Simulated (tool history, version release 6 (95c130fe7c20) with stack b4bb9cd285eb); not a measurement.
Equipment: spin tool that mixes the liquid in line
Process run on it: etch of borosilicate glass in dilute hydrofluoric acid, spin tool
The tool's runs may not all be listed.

| run | day | temperature setpoint of the liquid (C) | parts of water to one part of 49 % hydrofluoric acid (parts by volume) | time under the liquid (s) | thickness taken off the borosilicate glass on a monitor wafer (nm) |
|---|---|---|---|---|---|
| 1 | 0.000 | 24.0 | 170 | 270 | 28.632 |
| 2 | 0.371 | 26.0 | 160 | 270 | 32.818 |
| 3 | 0.446 | 27.5 | 155 | 270 | 35.984 |
| 4 | 0.496 | 27.5 | 155 | 290 | 38.678 |
| 5 | 0.542 | 28.5 | 150 | 290 | 42.068 |
| 6 | 0.758 | 29.5 | 150 | 290 | 43.422 |
| 7 | 0.875 | 30.0 | 150 | 290 | 44.039 |
| 8 | 1.071 | 30.5 | 150 | 290 | 45.035 |

Estimate the outcome of run 9 from the log above:
| 9 | 1.354 | 31.0 | 150 | 290 | ? |

thickness taken off the borosilicate glass on a monitor wafer (nm): 45.884
